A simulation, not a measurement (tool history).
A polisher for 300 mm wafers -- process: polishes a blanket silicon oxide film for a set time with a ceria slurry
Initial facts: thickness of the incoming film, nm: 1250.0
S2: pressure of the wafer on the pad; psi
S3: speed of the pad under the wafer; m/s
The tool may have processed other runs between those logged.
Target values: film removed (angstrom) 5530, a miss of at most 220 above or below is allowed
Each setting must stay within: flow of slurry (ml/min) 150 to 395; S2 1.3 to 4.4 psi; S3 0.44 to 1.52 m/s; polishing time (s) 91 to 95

run 1 hour=0 | flow_of_slurry_(ml/min)=250 S2=2.8 S3=0.98 polishing_time_(s)=91 | film_removed_(angstrom)=2838.9
run 2 hour=8.1 | flow_of_slurry_(ml/min)=215 S2=2.8 S3=0.98 polishing_time_(s)=91 | film_removed_(angstrom)=2850.7
run 3 hour=16 | flow_of_slurry_(ml/min)=215 S2=3 S3=1 polishing_time_(s)=91 | film_removed_(angstrom)=3047.1
run 4 hour=24.1 | flow_of_slurry_(ml/min)=170 S2=3 S3=1 polishing_time_(s)=91 | film_removed_(angstrom)=2870.1
run 5 hour=27.9 | flow_of_slurry_(ml/min)=170 S2=2.4 S3=1 polishing_time_(s)=91 | film_removed_(angstrom)=2343.2
run 6 hour=31.3 | flow_of_slurry_(ml/min)=185 S2=2.7 S3=1 polishing_time_(s)=91 | film_removed_(angstrom)=2677.1
run 7 hour=34.2 | flow_of_slurry_(ml/min)=195 S2=2.9 S3=1 polishing_time_(s)=91 | film_removed_(angstrom)=2847.9
run 8 hour=38.6 | flow_of_slurry_(ml/min)=195 S2=2.9 S3=1 polishing_time_(s)=91 | film_removed_(angstrom)=2887.7
run 9 hour=43.2 | flow_of_slurry_(ml/min)=205 S2=3.1 S3=1 polishing_time_(s)=91 | film_removed_(angstrom)=3071.3
-- hour=51 slurry nozzle cleaned
run 10 hour=51 | flow_of_slurry_(ml/min)=215 S2=3.3 S3=1.02 polishing_time_(s)=91 | film_removed_(angstrom)=3454
run 11 hour=54.8 | flow_of_slurry_(ml/min)=225 S2=3.5 S3=1.02 polishing_time_(s)=91 | film_removed_(angstrom)=3723.9
run 12 hour=61.5 | flow_of_slurry_(ml/min)=235 S2=3.6 S3=1.02 polishing_time_(s)=91 | film_removed_(angstrom)=3848.7
run 13 hour=66.5 | flow_of_slurry_(ml/min)=245 S2=3.7 S3=1.02 polishing_time_(s)=91 | film_removed_(angstrom)=3944.2
run 14 hour=74.4 | flow_of_slurry_(ml/min)=250 S2=3.8 S3=1.04 polishing_time_(s)=91 | film_removed_(angstrom)=4178.5
run 15 hour=81.4 | flow_of_slurry_(ml/min)=255 S2=3.9 S3=1.06 polishing_time_(s)=91 | film_removed_(angstrom)=4343.2
run 16 hour=86.2 | flow_of_slurry_(ml/min)=255 S2=4 S3=1.08 polishing_time_(s)=91 | film_removed_(angstrom)=4477.5
run 17 hour=94.7 | flow_of_slurry_(ml/min)=255 S2=4.1 S3=1.1 polishing_time_(s)=91 | film_removed_(angstrom)=4644.9
run 18 hour=99.3 | flow_of_slurry_(ml/min)=260 S2=4.1 S3=1.12 polishing_time_(s)=91 | film_removed_(angstrom)=4660.3
run 19 hour=103.6 | flow_of_slurry_(ml/min)=260 S2=4.1 S3=1.14 polishing_time_(s)=91 | film_removed_(angstrom)=4798.4
run 20 hour=104.8 | flow_of_slurry_(ml/min)=265 S2=4.3 S3=1.18 polishing_time_(s)=91 | film_removed_(angstrom)=5227.6

Which of these 4 next moves meets every target?
run A hour=106 | flow_of_slurry_(ml/min)=260 S2=4.3 S3=1.1 polishing_time_(s)=93 | film_removed_(angstrom)=?
run B hour=106 | flow_of_slurry_(ml/min)=315 S2=3.8 S3=1.18 polishing_time_(s)=93 | film_removed_(angstrom)=?
run C hour=106 | flow_of_slurry_(ml/min)=250 S2=4.2 S3=1.26 polishing_time_(s)=93 | film_removed_(angstrom)=?
run D hour=106 | flow_of_slurry_(ml/min)=320 S2=4.4 S3=1.3 polishing_time_(s)=92 | film_removed_(angstrom)=?

move=A film_removed_(angstrom)=5007.2
move=B film_removed_(angstrom)=4794.5
move=C film_removed_(angstrom)=5455.4
move=D film_removed_(angstrom)=5948.4
A: further off than the last run
B: further off than the last run
C: hits every target within its allowed miss
D: carries the result that was furthest off beyond its target, to the other side
So the answer is move C, the one that meets all the targets.

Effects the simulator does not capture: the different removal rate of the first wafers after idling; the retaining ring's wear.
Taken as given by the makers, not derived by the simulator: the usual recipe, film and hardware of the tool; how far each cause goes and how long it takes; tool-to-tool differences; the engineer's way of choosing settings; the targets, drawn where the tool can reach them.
